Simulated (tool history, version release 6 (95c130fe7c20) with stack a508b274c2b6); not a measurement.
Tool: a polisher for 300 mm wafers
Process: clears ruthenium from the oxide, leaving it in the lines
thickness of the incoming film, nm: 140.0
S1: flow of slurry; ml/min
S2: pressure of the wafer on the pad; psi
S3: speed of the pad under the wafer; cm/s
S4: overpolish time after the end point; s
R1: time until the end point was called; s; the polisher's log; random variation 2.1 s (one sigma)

run,hour,S1,S2,S3,S4,R1
1,0,145,2.4,122,25,70.691
2,5.3,145,2.7,122,25,64.337
3,6.8,145,2.7,122,27,67.157
4,10.8,145,2.4,118,27,71.372
5,14.8,145,2.1,118,27,82.462
6,17.9,145,2.3,118,27,73.597

Forecast run 7:
7,20.3,145,2,114,27,?

{"run 7": {"R1": 84.846}}
